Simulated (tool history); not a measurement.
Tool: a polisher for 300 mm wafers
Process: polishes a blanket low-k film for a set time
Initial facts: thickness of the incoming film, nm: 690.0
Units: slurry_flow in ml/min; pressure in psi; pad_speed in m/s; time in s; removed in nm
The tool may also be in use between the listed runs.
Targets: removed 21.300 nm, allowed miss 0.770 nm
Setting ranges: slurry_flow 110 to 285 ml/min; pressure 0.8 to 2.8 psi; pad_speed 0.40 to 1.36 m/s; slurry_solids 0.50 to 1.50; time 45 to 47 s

{"run": 1, "day": 0.0, "slurry_flow": 180, "pressure": 1.8, "pad_speed": 0.88, "slurry_solids": 1.0, "time": 45, "removed": 16.101}
{"run": 2, "day": 0.192, "slurry_flow": 180, "pressure": 1.8, "pad_speed": 0.88, "slurry_solids": 1.0, "time": 45, "removed": 16.344}
{"run": 3, "day": 0.479, "slurry_flow": 180, "pressure": 1.8, "pad_speed": 1.02, "slurry_solids": 1.0, "time": 45, "removed": 17.27}
{"run": 4, "day": 0.621, "slurry_flow": 185, "pressure": 1.9, "pad_speed": 1.02, "slurry_solids": 1.0, "time": 45, "removed": 18.486}
{"run": 5, "day": 0.758, "slurry_flow": 185, "pressure": 1.9, "pad_speed": 1.02, "slurry_solids": 1.0, "time": 45, "removed": 18.529}
{"run": 6, "day": 0.838, "slurry_flow": 185, "pressure": 1.9, "pad_speed": 0.9, "slurry_solids": 1.0, "time": 45, "removed": 17.05}
{"run": 7, "day": 1.129, "slurry_flow": 185, "pressure": 2.0, "pad_speed": 0.9, "slurry_solids": 1.0, "time": 45, "removed": 18.409}
{"run": 8, "day": 1.229, "slurry_flow": 190, "pressure": 2.1, "pad_speed": 0.9, "slurry_solids": 1.0, "time": 45, "removed": 19.176}
{"run": 9, "day": 1.542, "slurry_flow": 190, "pressure": 2.2, "pad_speed": 0.9, "slurry_solids": 1.0, "time": 45, "removed": 19.771}

Next run, 5 choices. One meets every target within its allowed miss, the rest don't. Which?
{"run": "A", "day": 1.854, "slurry_flow": 225, "pressure": 2.1, "pad_speed": 0.76, "slurry_solids": 1.0, "time": 45, "removed": "?"}
{"run": "B", "day": 1.854, "slurry_flow": 195, "pressure": 2.3, "pad_speed": 0.9, "slurry_solids": 0.95, "time": 47, "removed": "?"}
{"run": "C", "day": 1.854, "slurry_flow": 230, "pressure": 2.2, "pad_speed": 1.14, "slurry_solids": 0.95, "time": 46, "removed": "?"}
{"run": "D", "day": 1.854, "slurry_flow": 225, "pressure": 2.5, "pad_speed": 0.78, "slurry_solids": 1.1, "time": 45, "removed": "?"}
{"run": "E", "day": 1.854, "slurry_flow": 240, "pressure": 2.3, "pad_speed": 0.86, "slurry_solids": 1.2, "time": 46, "removed": "?"}

move=A removed=17.933
move=B removed=21.066
move=C removed=22.789
move=D removed=22.880
move=E removed=23.923
A: its largest miss is bigger than the last run's
B: meets every target
C: carries the result that was furthest off beyond its target, to the other side
D: carries the result that was furthest off beyond its target, to the other side
E: carries the result that was furthest off beyond its target, to the other side
Answer: B
